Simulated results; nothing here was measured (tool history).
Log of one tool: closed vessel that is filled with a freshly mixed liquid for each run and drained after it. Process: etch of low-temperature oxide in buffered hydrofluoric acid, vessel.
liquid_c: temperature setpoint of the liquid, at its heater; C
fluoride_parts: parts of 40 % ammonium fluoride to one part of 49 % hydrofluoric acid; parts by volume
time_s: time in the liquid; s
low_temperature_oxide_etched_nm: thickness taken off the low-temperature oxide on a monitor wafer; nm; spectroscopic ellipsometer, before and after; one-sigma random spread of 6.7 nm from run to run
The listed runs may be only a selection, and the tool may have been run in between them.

run	hour	liquid_c	fluoride_parts	time_s	low_temperature_oxide_etched_nm
1	0.0	24.0	8	90	624.57
2	7.4	24.0	8	90	624.78
3	12.8	26.0	8	90	705.39
4	20.7	24.5	8	90	652.18
5	23.3	26.0	8	90	708.45
6	27.6	27.0	8	90	740.61

Run 7 has not been measured yet. What should we expect?
7	33.5	28.0	8	90	?

{"run 7": {"low_temperature_oxide_etched_nm": 781.35}}
